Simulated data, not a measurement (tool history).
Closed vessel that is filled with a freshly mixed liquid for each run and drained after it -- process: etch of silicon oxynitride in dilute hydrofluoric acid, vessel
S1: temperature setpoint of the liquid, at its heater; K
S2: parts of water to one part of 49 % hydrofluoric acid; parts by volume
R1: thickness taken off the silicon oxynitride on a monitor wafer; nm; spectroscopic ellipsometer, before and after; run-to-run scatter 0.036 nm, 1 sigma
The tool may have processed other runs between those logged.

run 1 hour=0 | S1=294.15 S2=110 time_in_the_liquid_(s)=625 | R1=6.6337
run 2 hour=3.3 | S1=294.15 S2=110 time_in_the_liquid_(s)=625 | R1=6.6613
run 3 hour=10.1 | S1=294.15 S2=110 time_in_the_liquid_(s)=420 | R1=4.4595
run 4 hour=18.9 | S1=294.15 S2=125 time_in_the_liquid_(s)=420 | R1=3.878
run 5 hour=22.8 | S1=292.65 S2=125 time_in_the_liquid_(s)=420 | R1=3.5878
run 6 hour=25.8 | S1=292.65 S2=125 time_in_the_liquid_(s)=420 | R1=3.6171
run 7 hour=29.7 | S1=296.65 S2=120 time_in_the_liquid_(s)=420 | R1=4.5948

What will run 8 give?
run 8 hour=32.2 | S1=298.15 S2=120 time_in_the_liquid_(s)=420 | R1=?

Logged for run 8: R1 4.8646 nm.

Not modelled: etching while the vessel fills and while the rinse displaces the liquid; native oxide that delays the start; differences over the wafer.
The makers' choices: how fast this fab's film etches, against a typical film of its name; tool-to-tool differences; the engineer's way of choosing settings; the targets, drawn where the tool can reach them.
